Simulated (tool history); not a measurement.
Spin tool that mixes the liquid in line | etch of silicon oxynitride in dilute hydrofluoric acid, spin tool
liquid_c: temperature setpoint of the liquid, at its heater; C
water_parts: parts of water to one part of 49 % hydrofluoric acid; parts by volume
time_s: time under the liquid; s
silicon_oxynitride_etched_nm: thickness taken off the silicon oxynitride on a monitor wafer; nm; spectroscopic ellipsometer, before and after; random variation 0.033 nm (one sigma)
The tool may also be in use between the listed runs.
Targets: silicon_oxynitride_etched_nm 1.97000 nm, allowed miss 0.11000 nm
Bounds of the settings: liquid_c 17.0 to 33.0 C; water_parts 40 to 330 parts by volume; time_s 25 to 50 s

{"run": 1, "hour": 0.0, "liquid_c": 25.0, "water_parts": 185, "time_s": 50, "silicon_oxynitride_etched_nm": 0.65895}
{"run": 2, "hour": 2.8, "liquid_c": 25.0, "water_parts": 155, "time_s": 50, "silicon_oxynitride_etched_nm": 0.77952}
{"run": 3, "hour": 8.5, "liquid_c": 27.0, "water_parts": 120, "time_s": 50, "silicon_oxynitride_etched_nm": 1.1265}
{"run": 4, "hour": 17.0, "liquid_c": 27.0, "water_parts": 85, "time_s": 50, "silicon_oxynitride_etched_nm": 1.7015}
{"run": 5, "hour": 26.0, "liquid_c": 27.0, "water_parts": 135, "time_s": 50, "silicon_oxynitride_etched_nm": 1.0206}
{"run": 6, "hour": 29.5, "liquid_c": 28.0, "water_parts": 115, "time_s": 50, "silicon_oxynitride_etched_nm": 1.2595}
{"hour": 35.5, "done": "thermometer replaced"}
{"run": 7, "hour": 35.5, "liquid_c": 29.0, "water_parts": 100, "time_s": 50, "silicon_oxynitride_etched_nm": 1.3433}
{"run": 8, "hour": 41.4, "liquid_c": 29.0, "water_parts": 85, "time_s": 50, "silicon_oxynitride_etched_nm": 1.667}
{"run": 9, "hour": 46.7, "liquid_c": 29.0, "water_parts": 80, "time_s": 50, "silicon_oxynitride_etched_nm": 1.6988}

Which of these 4 next moves meets every target?
{"run": "A", "hour": 52.0, "liquid_c": 32.0, "water_parts": 75, "time_s": 50, "silicon_oxynitride_etched_nm": "?"}
{"run": "B", "hour": 52.0, "liquid_c": 27.5, "water_parts": 60, "time_s": 50, "silicon_oxynitride_etched_nm": "?"}
{"run": "C", "hour": 52.0, "liquid_c": 31.5, "water_parts": 70, "time_s": 50, "silicon_oxynitride_etched_nm": "?"}
{"run": "D", "hour": 52.0, "liquid_c": 33.0, "water_parts": 85, "time_s": 50, "silicon_oxynitride_etched_nm": "?"}

move=A silicon_oxynitride_etched_nm=2.10880
move=B silicon_oxynitride_etched_nm=2.17640
move=C silicon_oxynitride_etched_nm=2.22130
move=D silicon_oxynitride_etched_nm=1.92370
A: takes the result that was furthest off past its target
B: takes the result that was furthest off past its target
C: takes the result that was furthest off past its target
D: meets every target
The right move is D.
